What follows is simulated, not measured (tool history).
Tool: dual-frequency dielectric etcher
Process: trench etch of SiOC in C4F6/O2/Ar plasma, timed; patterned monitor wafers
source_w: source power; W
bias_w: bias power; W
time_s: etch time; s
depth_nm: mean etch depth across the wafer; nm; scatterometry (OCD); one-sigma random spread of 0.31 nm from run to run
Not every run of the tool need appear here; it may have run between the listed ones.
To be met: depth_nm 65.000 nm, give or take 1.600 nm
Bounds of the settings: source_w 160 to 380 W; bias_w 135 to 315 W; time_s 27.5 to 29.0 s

{"run": 1, "hour": 0.0, "source_w": 270, "bias_w": 225, "time_s": 27.5, "depth_nm": 58.077}
{"run": 2, "hour": 0.7, "source_w": 270, "bias_w": 225, "time_s": 27.5, "depth_nm": 58.458}
{"run": 3, "hour": 9.5, "source_w": 270, "bias_w": 243, "time_s": 27.5, "depth_nm": 59.198}
{"run": 4, "hour": 14.3, "source_w": 270, "bias_w": 243, "time_s": 27.5, "depth_nm": 58.89}
{"run": 5, "hour": 21.3, "source_w": 270, "bias_w": 243, "time_s": 27.5, "depth_nm": 58.622}
{"run": 6, "hour": 27.3, "source_w": 230, "bias_w": 243, "time_s": 27.5, "depth_nm": 57.0}
{"run": 7, "hour": 32.7, "source_w": 250, "bias_w": 257, "time_s": 27.5, "depth_nm": 59.042}
{"run": 8, "hour": 41.4, "source_w": 270, "bias_w": 266, "time_s": 27.5, "depth_nm": 61.136}
{"run": 9, "hour": 42.6, "source_w": 280, "bias_w": 271, "time_s": 27.5, "depth_nm": 62.365}
{"run": 10, "hour": 46.9, "source_w": 290, "bias_w": 274, "time_s": 27.5, "depth_nm": 62.605}

Below are 5 possible settings for the next run. Only one of them brings all results inside the allowed miss of their targets. Which is it?
{"run": "A", "hour": 51.2, "source_w": 320, "bias_w": 276, "time_s": 29.0, "depth_nm": "?"}
{"run": "B", "hour": 51.2, "source_w": 280, "bias_w": 258, "time_s": 29.0, "depth_nm": "?"}
{"run": "C", "hour": 51.2, "source_w": 330, "bias_w": 315, "time_s": 27.5, "depth_nm": "?"}
{"run": "D", "hour": 51.2, "source_w": 340, "bias_w": 271, "time_s": 29.0, "depth_nm": "?"}
{"run": "E", "hour": 51.2, "source_w": 270, "bias_w": 311, "time_s": 29.0, "depth_nm": "?"}

move=A depth_nm=68.686
move=B depth_nm=64.518
move=C depth_nm=68.724
move=D depth_nm=69.563
move=E depth_nm=67.942
A: carries the result that was furthest off beyond its target, to the other side
B: every result within its allowed miss
C: carries the result that was furthest off beyond its target, to the other side
D: carries the result that was furthest off beyond its target, to the other side
E: carries the result that was furthest off beyond its target, to the other side
The move that meets every target is B.
